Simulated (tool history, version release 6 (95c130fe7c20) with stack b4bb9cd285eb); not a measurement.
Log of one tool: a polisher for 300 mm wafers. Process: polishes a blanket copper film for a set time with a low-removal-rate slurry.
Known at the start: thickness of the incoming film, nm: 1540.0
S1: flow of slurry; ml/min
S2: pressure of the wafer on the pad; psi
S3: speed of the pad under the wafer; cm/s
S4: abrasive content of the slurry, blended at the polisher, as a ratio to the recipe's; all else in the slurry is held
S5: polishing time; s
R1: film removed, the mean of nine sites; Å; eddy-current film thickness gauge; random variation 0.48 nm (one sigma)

{"run": 1, "hour": 0.0, "S1": 170, "S2": 3, "S3": 104, "S4": 1, "S5": 35, "R1": 1230.2}
{"run": 2, "hour": 6.8, "S1": 170, "S2": 3, "S3": 80, "S4": 1, "S5": 35, "R1": 950.01}
{"run": 3, "hour": 9.9, "S1": 170, "S2": 2.8, "S3": 76, "S4": 1, "S5": 35, "R1": 831.64}
{"run": 4, "hour": 18.5, "S1": 170, "S2": 2.6, "S3": 74, "S4": 1, "S5": 35, "R1": 750.59}
{"run": 5, "hour": 22.8, "S1": 170, "S2": 2.4, "S3": 72, "S4": 1, "S5": 35, "R1": 688.47}
{"run": 6, "hour": 24.1, "S1": 170, "S2": 2.4, "S3": 60, "S4": 1, "S5": 35, "R1": 574.14}
{"run": 7, "hour": 26.2, "S1": 170, "S2": 2.3, "S3": 60, "S4": 1, "S5": 35, "R1": 552.13}

Forecast run 8:
{"run": 8, "hour": 33.1, "S1": 170, "S2": 2.2, "S3": 60, "S4": 1, "S5": 35, "R1": "?"}

R1: 535.77 Å

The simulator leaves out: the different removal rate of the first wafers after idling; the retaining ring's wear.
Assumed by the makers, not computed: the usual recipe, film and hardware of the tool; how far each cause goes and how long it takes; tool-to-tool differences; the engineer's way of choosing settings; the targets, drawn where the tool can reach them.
